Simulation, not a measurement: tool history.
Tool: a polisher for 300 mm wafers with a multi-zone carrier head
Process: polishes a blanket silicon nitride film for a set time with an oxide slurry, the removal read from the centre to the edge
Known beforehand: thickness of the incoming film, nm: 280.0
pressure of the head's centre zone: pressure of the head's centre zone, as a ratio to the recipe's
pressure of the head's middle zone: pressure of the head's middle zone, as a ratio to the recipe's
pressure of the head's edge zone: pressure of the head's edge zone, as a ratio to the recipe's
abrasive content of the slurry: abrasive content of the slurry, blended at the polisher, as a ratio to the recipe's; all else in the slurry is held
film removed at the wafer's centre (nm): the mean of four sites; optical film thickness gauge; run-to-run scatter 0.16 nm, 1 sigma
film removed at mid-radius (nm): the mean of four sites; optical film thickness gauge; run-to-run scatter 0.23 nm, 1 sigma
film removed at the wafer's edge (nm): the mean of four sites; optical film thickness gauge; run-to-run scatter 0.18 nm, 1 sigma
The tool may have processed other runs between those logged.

| run | hour | flow of slurry (ml/min) | pressure of the head's centre zone | pressure of the head's middle zone | pressure of the head's edge zone | abrasive content of the slurry | polishing time (s) | film removed at the wafer's centre (nm) | film removed at mid-radius (nm) | film removed at the wafer's edge (nm) |
|---|---|---|---|---|---|---|---|---|---|---|
| 1 | 0 | 175 | 1 | 1 | 1 | 1 | 31 | 23.612 | 23.806 | 23.478 |
| 2 | 2 | 170 | 0.97 | 0.98 | 0.97 | 0.85 | 31 | 20.826 | 21.005 | 21.167 |
| 3 | 4 | 165 | 0.94 | 0.97 | 0.94 | 0.8 | 31 | 18.963 | 20.076 | 19.946 |
| 4 | 5.6 | 160 | 0.93 | 0.95 | 0.91 | 0.75 | 31 | 18.187 | 18.512 | 18.807 |
| 5 | 7.5 | 155 | 0.91 | 0.94 | 0.89 | 0.75 | 31 | 17.523 | 18.382 | 18.522 |
| 6 | 10.6 | 155 | 0.95 | 0.94 | 0.89 | 0.75 | 31 | 18.151 | 18.466 | 18.306 |
| 7 | 16.3 | 145 | 0.93 | 0.93 | 0.87 | 0.75 | 31 | 17.954 | 17.534 | 17.717 |
| 8 | 25.1 | 140 | 0.9 | 0.93 | 0.86 | 0.75 | 31 | 17.062 | 17.296 | 17.716 |

Run 9, settings as shown, results not yet in. Your forecast:
| 9 | 29.4 | 135 | 0.89 | 0.94 | 0.85 | 0.75 | 31 | ? | ? | ? |

Run 9 produced film removed at the wafer's centre (nm) 17.086, film removed at mid-radius (nm) 18.012, film removed at the wafer's edge (nm) 17.783.

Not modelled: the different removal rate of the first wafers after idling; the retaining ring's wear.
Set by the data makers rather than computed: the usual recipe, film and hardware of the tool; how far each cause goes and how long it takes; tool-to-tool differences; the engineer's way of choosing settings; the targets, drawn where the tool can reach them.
